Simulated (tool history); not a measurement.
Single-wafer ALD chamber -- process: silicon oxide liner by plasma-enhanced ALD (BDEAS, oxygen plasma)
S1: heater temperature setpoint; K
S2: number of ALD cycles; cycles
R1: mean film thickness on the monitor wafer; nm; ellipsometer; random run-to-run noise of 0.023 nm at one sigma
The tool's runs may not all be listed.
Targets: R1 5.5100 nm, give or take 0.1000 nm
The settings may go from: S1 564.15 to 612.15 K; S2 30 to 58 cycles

{"run": 1, "hour": 0.0, "S1": 588.15, "S2": 44, "R1": 4.3305}
{"run": 2, "hour": 7.2, "S1": 588.15, "S2": 45, "R1": 4.4115}
{"run": 3, "hour": 13.6, "S1": 588.15, "S2": 46, "R1": 4.5194}
{"run": 4, "hour": 17.5, "S1": 588.15, "S2": 40, "R1": 3.9372}
{"run": 5, "hour": 21.5, "S1": 588.15, "S2": 42, "R1": 4.157}
{"run": 6, "hour": 26.3, "S1": 578.15, "S2": 42, "R1": 4.1787}
{"run": 7, "hour": 28.4, "S1": 578.15, "S2": 43, "R1": 4.2767}
{"run": 8, "hour": 36.3, "S1": 574.15, "S2": 50, "R1": 4.9915}
{"run": 9, "hour": 38.4, "S1": 574.15, "S2": 51, "R1": 5.0794}
{"run": 10, "hour": 39.4, "S1": 574.15, "S2": 53, "R1": 5.2669}
{"run": 11, "hour": 43.0, "S1": 574.15, "S2": 54, "R1": 5.4015}

Which one of the following 4 next-run settings gets every result inside its allowed miss? There is exactly one.
{"run": "A", "hour": 46.6, "S1": 564.15, "S2": 51, "R1": "?"}
{"run": "B", "hour": 46.6, "S1": 571.15, "S2": 52, "R1": "?"}
{"run": "C", "hour": 46.6, "S1": 567.15, "S2": 51, "R1": "?"}
{"run": "D", "hour": 46.6, "S1": 565.15, "S2": 54, "R1": "?"}

move=A R1=5.2378
move=B R1=5.2234
move=C R1=5.1884
move=D R1=5.5285
A: moves away from the targets compared with the last run
B: moves away from the targets compared with the last run
C: moves away from the targets compared with the last run
D: all results land within tolerance of their targets
Move D is the one to make.
